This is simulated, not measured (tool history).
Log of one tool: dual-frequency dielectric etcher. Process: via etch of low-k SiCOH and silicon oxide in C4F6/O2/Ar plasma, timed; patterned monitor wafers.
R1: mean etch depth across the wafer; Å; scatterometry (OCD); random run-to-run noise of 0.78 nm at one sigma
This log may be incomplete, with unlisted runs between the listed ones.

{"run": 1, "day": 0.0, "source power (W)": 370, "bias power (W)": 181, "etch time (s)": 63.0, "R1": 1799.4}
{"run": 2, "day": 0.292, "source power (W)": 370, "bias power (W)": 210, "etch time (s)": 63.0, "R1": 1885.4}
{"run": 3, "day": 0.579, "source power (W)": 370, "bias power (W)": 210, "etch time (s)": 66.0, "R1": 1962.5}
{"run": 4, "day": 0.675, "source power (W)": 340, "bias power (W)": 194, "etch time (s)": 65.5, "R1": 1859.4}
{"run": 5, "day": 1.029, "source power (W)": 310, "bias power (W)": 182, "etch time (s)": 65.0, "R1": 1798.1}
{"run": 6, "day": 1.062, "source power (W)": 290, "bias power (W)": 166, "etch time (s)": 64.5, "R1": 1708.6}
{"day": 1.25, "done": "wet clean of the chamber"}
{"run": 7, "day": 1.25, "source power (W)": 280, "bias power (W)": 157, "etch time (s)": 64.0, "R1": 1717.2}

Expected results for the next run?
{"run": 8, "day": 1.488, "source power (W)": 270, "bias power (W)": 144, "etch time (s)": 63.5, "R1": "?"}

Run 8 came out at R1 1649.0 Å.
